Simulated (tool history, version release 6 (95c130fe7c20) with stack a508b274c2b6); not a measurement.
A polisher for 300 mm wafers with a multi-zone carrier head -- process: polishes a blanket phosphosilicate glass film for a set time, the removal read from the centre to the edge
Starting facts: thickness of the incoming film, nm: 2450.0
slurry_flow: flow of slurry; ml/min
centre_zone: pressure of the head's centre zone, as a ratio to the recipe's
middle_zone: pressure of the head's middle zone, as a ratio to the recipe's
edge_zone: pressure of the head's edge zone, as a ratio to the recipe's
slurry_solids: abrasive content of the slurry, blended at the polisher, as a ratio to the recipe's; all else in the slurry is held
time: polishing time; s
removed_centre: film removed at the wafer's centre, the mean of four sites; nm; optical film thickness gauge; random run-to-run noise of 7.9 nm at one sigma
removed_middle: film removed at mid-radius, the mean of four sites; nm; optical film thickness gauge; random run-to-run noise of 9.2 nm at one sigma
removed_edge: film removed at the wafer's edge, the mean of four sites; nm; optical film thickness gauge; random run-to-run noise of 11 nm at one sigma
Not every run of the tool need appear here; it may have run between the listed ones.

run    day  slurry_flow  centre_zone  middle_zone  edge_zone  slurry_solids  time  removed_centre  removed_middle  removed_edge
  1      0          230            1            1          1              1    50          479.98          473.93        490.14
  2  0.312          230         1.03         0.97       1.04           1.15    52          542.72          513.09        545.37
  3  0.375          230         1.03         0.89       1.04           1.15    52          550.95          492.11        547.96
  4  0.454          230         1.03         0.81       1.04           1.15    52          552.11          453.03        550.08
  5    0.6          230         1.07         0.81       1.04           1.15    52           569.7          467.68        546.47
  6  0.904          235         1.08         0.81       1.07           1.25    54          614.99          486.72        593.52
  7  1.088          235         1.08         0.81       1.07           1.25    54          619.76          491.23        590.96

Predict the results of run 8:
  8  1.188          235         1.07         0.82       1.08           1.35    56               ?               ?             ?

{"run 8": {"removed_centre": 654.91, "removed_middle": 512.03, "removed_edge": 643.37}}

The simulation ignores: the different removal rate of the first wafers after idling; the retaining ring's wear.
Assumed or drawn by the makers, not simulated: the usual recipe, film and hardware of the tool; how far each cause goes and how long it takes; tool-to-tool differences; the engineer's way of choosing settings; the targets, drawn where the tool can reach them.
